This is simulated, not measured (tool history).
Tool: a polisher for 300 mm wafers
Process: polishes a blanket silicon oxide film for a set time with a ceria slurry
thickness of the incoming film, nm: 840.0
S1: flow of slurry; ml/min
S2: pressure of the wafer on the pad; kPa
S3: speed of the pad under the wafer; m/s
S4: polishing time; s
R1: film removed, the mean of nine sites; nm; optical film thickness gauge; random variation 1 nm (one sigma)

run 1 hour=0.0 | S1=240 S2=22.8 S3=0.84 S4=26 | R1=121.810
run 2 hour=4.4 | S1=240 S2=22.8 S3=0.84 S4=26 | R1=121.090
run 3 hour=9.9 | S1=240 S2=22.8 S3=0.66 S4=26 | R1=97.449
run 4 hour=12.7 | S1=240 S2=22.8 S3=0.66 S4=26 | R1=97.266
run 5 hour=13.4 | S1=240 S2=22.8 S3=0.66 S4=23 | R1=87.266
run 6 hour=18.7 | S1=240 S2=24.8 S3=0.66 S4=23 | R1=92.498
run 7 hour=25.3 | S1=240 S2=26.2 S3=0.68 S4=23 | R1=102.860
run 8 hour=26.8 | S1=255 S2=33.1 S3=0.68 S4=23 | R1=128.400

Forecast run 9:
run 9 hour=34.0 | S1=255 S2=33.8 S3=0.70 S4=23 | R1=?

Run 9 gave R1 133.680 nm.

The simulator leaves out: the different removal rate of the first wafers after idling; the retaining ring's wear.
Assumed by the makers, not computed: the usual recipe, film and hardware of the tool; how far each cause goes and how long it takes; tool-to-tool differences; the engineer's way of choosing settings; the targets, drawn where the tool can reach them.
